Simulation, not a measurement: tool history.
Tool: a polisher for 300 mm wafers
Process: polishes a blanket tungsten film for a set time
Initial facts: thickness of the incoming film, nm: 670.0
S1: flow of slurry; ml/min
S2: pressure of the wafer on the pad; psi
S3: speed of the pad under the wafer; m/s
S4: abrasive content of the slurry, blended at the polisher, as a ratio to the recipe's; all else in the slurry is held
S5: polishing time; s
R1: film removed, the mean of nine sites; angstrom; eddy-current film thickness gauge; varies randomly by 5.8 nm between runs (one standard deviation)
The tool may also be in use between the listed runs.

run 1 day=0.000 | S1=185 S2=4.1 S3=1.42 S4=1.0 S5=38 | R1=3134.2
run 2 day=0.142 | S1=185 S2=3.6 S3=1.42 S4=1.0 S5=38 | R1=2869.8
run 3 day=0.396 | S1=190 S2=4.5 S3=1.52 S4=1.0 S5=38 | R1=3609.6
run 4 day=0.738 | S1=190 S2=5.1 S3=1.62 S4=1.0 S5=38 | R1=4258.2
run 5 day=0.946 | S1=195 S2=5.5 S3=1.70 S4=1.0 S5=38 | R1=4852.7
run 6 day=1.175 | S1=195 S2=5.5 S3=1.70 S4=1.0 S5=40 | R1=4947.4

Expected results for the next run?
run 7 day=1.233 | S1=215 S2=6.3 S3=1.74 S4=1.0 S5=40 | R1=?

{"run 7": {"R1": 5940.0}}

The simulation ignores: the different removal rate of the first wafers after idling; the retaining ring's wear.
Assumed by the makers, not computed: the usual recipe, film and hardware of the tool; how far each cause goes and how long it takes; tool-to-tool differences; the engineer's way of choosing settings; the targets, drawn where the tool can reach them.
